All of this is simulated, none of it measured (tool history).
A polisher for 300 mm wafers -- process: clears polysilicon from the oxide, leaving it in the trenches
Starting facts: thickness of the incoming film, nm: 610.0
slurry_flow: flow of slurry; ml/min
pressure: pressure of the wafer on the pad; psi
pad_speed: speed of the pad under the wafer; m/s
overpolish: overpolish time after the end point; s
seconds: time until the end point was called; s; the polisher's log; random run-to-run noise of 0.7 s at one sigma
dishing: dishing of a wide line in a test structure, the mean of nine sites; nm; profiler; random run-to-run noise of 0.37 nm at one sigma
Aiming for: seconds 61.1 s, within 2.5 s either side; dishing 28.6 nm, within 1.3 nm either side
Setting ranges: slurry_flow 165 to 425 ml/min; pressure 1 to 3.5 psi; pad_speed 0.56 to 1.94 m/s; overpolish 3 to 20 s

Run 1, day 0: slurry_flow 275 ml/min, pressure 2.2 psi, pad_speed 1.24 m/s, overpolish 10 s. Result: seconds 42.789 s, dishing 36.843 nm.
Run 2, day 0.321: slurry_flow 275 ml/min, pressure 1.7 psi, pad_speed 1.24 m/s, overpolish 10 s. Result: seconds 51.152 s, dishing 35.313 nm.
Run 3, day 0.417: slurry_flow 320 ml/min, pressure 1.7 psi, pad_speed 1.24 m/s, overpolish 10 s. Result: seconds 50.262 s, dishing 35.09 nm.
Run 4, day 0.558: slurry_flow 355 ml/min, pressure 1.5 psi, pad_speed 1.24 m/s, overpolish 8 s. Result: seconds 54.395 s, dishing 32.857 nm.
Run 5, day 0.829: slurry_flow 420 ml/min, pressure 1.5 psi, pad_speed 1.24 m/s, overpolish 8 s. Result: seconds 54.447 s, dishing 33.159 nm.
Run 6, day 0.908: slurry_flow 375 ml/min, pressure 1.5 psi, pad_speed 1.24 m/s, overpolish 8 s. Result: seconds 54.751 s, dishing 32.978 nm.
Run 7, day 1.279: slurry_flow 390 ml/min, pressure 1.4 psi, pad_speed 1.26 m/s, overpolish 6 s. Result: seconds 55.664 s, dishing 29.547 nm.
Run 8, day 1.462: slurry_flow 390 ml/min, pressure 1.3 psi, pad_speed 1.26 m/s, overpolish 6 s. Result: seconds 58.281 s, dishing 29.493 nm.

Exactly one of the 5 candidate moves below puts every result within its allowed miss. Which one?
Run A, day 1.646: slurry_flow 415 ml/min, pressure 1.5 psi, pad_speed 1.18 m/s, overpolish 6 s. Result: seconds ?, dishing ?.
Run B, day 1.646: slurry_flow 330 ml/min, pressure 1 psi, pad_speed 1.58 m/s, overpolish 6 s. Result: seconds ?, dishing ?.
Run C, day 1.646: slurry_flow 415 ml/min, pressure 1.8 psi, pad_speed 1.08 m/s, overpolish 6 s. Result: seconds ?, dishing ?.
Run D, day 1.646: slurry_flow 370 ml/min, pressure 1.2 psi, pad_speed 1.26 m/s, overpolish 6 s. Result: seconds ?, dishing ?.
Run E, day 1.646: slurry_flow 330 ml/min, pressure 1.1 psi, pad_speed 1.46 m/s, overpolish 6 s. Result: seconds ?, dishing ?.

move  seconds  dishing
   A   56.977   29.521
   B    55.84   29.763
   C   54.884   29.968
   D   62.031   28.473
   E   57.122   29.491
A: the biggest miss grows against the last run
B: the biggest miss grows against the last run
C: the biggest miss grows against the last run
D: hits every target within its allowed miss
E: the biggest miss grows against the last run
Move D is the one to make.
